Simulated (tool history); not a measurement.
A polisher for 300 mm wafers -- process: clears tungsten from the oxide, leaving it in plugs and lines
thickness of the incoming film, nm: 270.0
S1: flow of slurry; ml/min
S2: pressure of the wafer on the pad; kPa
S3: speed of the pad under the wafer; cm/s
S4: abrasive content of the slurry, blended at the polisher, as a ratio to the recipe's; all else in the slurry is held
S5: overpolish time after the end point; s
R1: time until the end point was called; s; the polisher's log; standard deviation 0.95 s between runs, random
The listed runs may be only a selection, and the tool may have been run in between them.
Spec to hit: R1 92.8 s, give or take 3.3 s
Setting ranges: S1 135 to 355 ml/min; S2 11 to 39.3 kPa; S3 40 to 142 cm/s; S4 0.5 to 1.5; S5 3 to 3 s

run  hour   S1    S2  S3   S4  S5      R1
  1     0  225  24.8  90    1   3  73.051
  2   8.9  225  23.4  90    1   3  77.285
  3  12.4  225  22.8  90    1   3  79.324
  4  16.6  180  22.8  90    1   3  82.409
  5  21.6  210  22.8  90    1   3  80.721
  6  25.5  210  22.8  90  1.2   3  75.841
  7  27.7  205  17.2  90  1.2   3   97.67
  8  31.8  210  17.2  90  1.2   3  97.856

Next run, 5 choices. One meets every target within its allowed miss, the rest don't. Which?
  A  35.9  200  15.9   94  1.15   3   ?
  B  35.9  240  14.5  100  1.25   3   ?
  C  35.9  145  19.3   90   1.2   3   ?
  D  35.9  255  21.4   78   0.8   3   ?
  E  35.9  260  14.5   96   1.3   3   ?

move      R1
   A  105.64
   B  103.47
   C    94.8
   D  102.35
   E  105.01
A: misses by more than the last run did
B: misses by more than the last run did
C: meets every target
D: misses by more than the last run did
E: misses by more than the last run did
Move C is the one to make.
